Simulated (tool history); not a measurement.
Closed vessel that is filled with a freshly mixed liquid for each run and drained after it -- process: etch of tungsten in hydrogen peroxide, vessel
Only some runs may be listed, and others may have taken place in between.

run    day  temperature setpoint of the liquid (C)  concentration of hydrogen peroxide in the mixed liquid (% by weight)  time in the liquid (s)  thickness taken off the tungsten on a monitor wafer (angstrom)
  1  0.000                                    58.0                                                                  24.5                      30                                                          628.33
  2  0.267                                    54.5                                                                  24.5                      30                                                          504.68
  3  0.333                                    54.5                                                                  24.5                      30                                                          505.29
  4  0.492                                    52.5                                                                  24.5                      30                                                          449.58
  5  0.842                                    51.0                                                                  24.5                      30                                                          414.60
  6  1.146                                    50.0                                                                  24.5                      30                                                          389.17

For run 7, what comes out?
  7  1.250                                    49.0                                                                  24.5                      30                                                               ?

{"run 7": {"thickness taken off the tungsten on a monitor wafer (angstrom)": 364.2}}
